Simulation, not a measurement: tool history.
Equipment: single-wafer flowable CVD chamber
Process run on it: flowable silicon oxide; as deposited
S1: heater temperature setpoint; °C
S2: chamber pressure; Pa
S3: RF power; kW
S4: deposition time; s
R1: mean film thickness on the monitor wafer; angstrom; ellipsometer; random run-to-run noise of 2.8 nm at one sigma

run 1 hour=0.0 | S1=110 S2=148 S3=2.320 S4=557 | R1=3709.9
run 2 hour=7.8 | S1=106 S2=148 S3=2.320 S4=557 | R1=4313.7
run 3 hour=16.8 | S1=104 S2=148 S3=2.320 S4=557 | R1=4639.7
run 4 hour=25.1 | S1=104 S2=124 S3=2.320 S4=557 | R1=3977.0
run 5 hour=31.1 | S1=104 S2=124 S3=2.320 S4=530 | R1=3781.5
run 6 hour=36.0 | S1=109 S2=124 S3=2.320 S4=530 | R1=3136.5

What does the tool deliver on the next run?
run 7 hour=40.7 | S1=104 S2=124 S3=2.320 S4=530 | R1=?

Run 7 measured R1 3785.3 angstrom.

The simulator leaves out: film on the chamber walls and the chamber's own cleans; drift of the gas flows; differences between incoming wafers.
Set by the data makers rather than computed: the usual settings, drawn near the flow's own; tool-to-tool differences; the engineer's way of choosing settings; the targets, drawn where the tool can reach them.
